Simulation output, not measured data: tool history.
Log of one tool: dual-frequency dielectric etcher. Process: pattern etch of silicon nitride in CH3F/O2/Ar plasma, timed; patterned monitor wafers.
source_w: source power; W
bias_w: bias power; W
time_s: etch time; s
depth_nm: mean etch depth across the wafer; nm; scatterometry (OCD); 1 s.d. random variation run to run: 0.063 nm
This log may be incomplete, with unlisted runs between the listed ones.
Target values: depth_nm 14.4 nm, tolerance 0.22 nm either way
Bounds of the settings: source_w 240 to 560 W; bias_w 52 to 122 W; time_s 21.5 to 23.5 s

{"run": 1, "hour": 0.0, "source_w": 400, "bias_w": 87, "time_s": 23.5, "depth_nm": 17.914}
{"run": 2, "hour": 8.1, "source_w": 400, "bias_w": 87, "time_s": 21.5, "depth_nm": 16.455}
{"run": 3, "hour": 14.0, "source_w": 390, "bias_w": 87, "time_s": 21.5, "depth_nm": 16.263}
{"run": 4, "hour": 17.0, "source_w": 430, "bias_w": 87, "time_s": 21.5, "depth_nm": 16.795}
{"run": 5, "hour": 24.8, "source_w": 410, "bias_w": 86, "time_s": 21.5, "depth_nm": 16.62}
{"hour": 27.5, "done": "bias power generator calibrated"}
{"run": 6, "hour": 27.5, "source_w": 390, "bias_w": 85, "time_s": 21.5, "depth_nm": 16.233}
{"run": 7, "hour": 31.1, "source_w": 380, "bias_w": 85, "time_s": 21.5, "depth_nm": 16.036}
{"run": 8, "hour": 38.1, "source_w": 370, "bias_w": 85, "time_s": 21.5, "depth_nm": 16.027}
{"run": 9, "hour": 47.0, "source_w": 360, "bias_w": 84, "time_s": 21.5, "depth_nm": 15.677}
{"run": 10, "hour": 55.2, "source_w": 350, "bias_w": 84, "time_s": 21.5, "depth_nm": 15.467}
{"run": 11, "hour": 60.5, "source_w": 340, "bias_w": 84, "time_s": 21.5, "depth_nm": 15.289}
{"run": 12, "hour": 64.6, "source_w": 270, "bias_w": 82, "time_s": 21.5, "depth_nm": 13.788}

Exercise: of the 4 proposed moves below, exactly one satisfies all targets within the stated allowed misses. Which move is it?
{"run": "A", "hour": 68.7, "source_w": 290, "bias_w": 86, "time_s": 21.5, "depth_nm": "?"}
{"run": "B", "hour": 68.7, "source_w": 250, "bias_w": 70, "time_s": 23, "depth_nm": "?"}
{"run": "C", "hour": 68.7, "source_w": 240, "bias_w": 75, "time_s": 23.5, "depth_nm": "?"}
{"run": "D", "hour": 68.7, "source_w": 250, "bias_w": 80, "time_s": 22.5, "depth_nm": "?"}

move=A depth_nm=14.501
move=B depth_nm=13.509
move=C depth_nm=13.919
move=D depth_nm=13.888
A: hits every target within its allowed miss
B: its largest miss is bigger than the last run's
C: closes in on the targets versus the last run, not all within tolerance yet
D: closes in on the targets versus the last run, not all within tolerance yet
Move A is the one to make.
